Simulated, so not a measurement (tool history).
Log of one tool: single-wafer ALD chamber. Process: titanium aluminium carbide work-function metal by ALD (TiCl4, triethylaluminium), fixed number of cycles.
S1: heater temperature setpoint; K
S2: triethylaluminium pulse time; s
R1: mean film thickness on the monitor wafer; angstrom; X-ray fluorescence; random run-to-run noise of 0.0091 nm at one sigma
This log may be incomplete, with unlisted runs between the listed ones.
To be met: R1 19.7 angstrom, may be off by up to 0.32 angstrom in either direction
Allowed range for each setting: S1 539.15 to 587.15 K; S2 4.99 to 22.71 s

run  hour      S1     S2      R1
  1     0  563.15  13.85  20.832
  2   1.6  560.15  13.52  20.446
  3   2.7  565.15  13.52  20.991
  4  11.1  569.15  13.52  21.152
  5  13.7  564.15  12.72  20.603
  6  16.6  561.15  12.39  20.355
       25  -- triethylaluminium bottle replaced
  7    25  559.15  12.14  20.717
  8  32.7  553.15  13.38  20.358

Which one of the following 5 next-run settings gets every result inside its allowed miss? There is exactly one.
  A  40.4  553.15  12.89   ?
  B  40.4  564.15  16.54   ?
  C  40.4  555.15  13.89   ?
  D  40.4  548.15  13.35   ?
  E  40.4  552.15  15.79   ?

move      R1
   A  20.126
   B  21.266
   C  20.392
   D  19.767
   E  20.243
A: gains on the last run, yet a result remains outside its allowed miss
B: the biggest miss grows against the last run
C: the biggest miss grows against the last run
D: meets every target
E: gains on the last run, yet a result remains outside its allowed miss
Answer: D

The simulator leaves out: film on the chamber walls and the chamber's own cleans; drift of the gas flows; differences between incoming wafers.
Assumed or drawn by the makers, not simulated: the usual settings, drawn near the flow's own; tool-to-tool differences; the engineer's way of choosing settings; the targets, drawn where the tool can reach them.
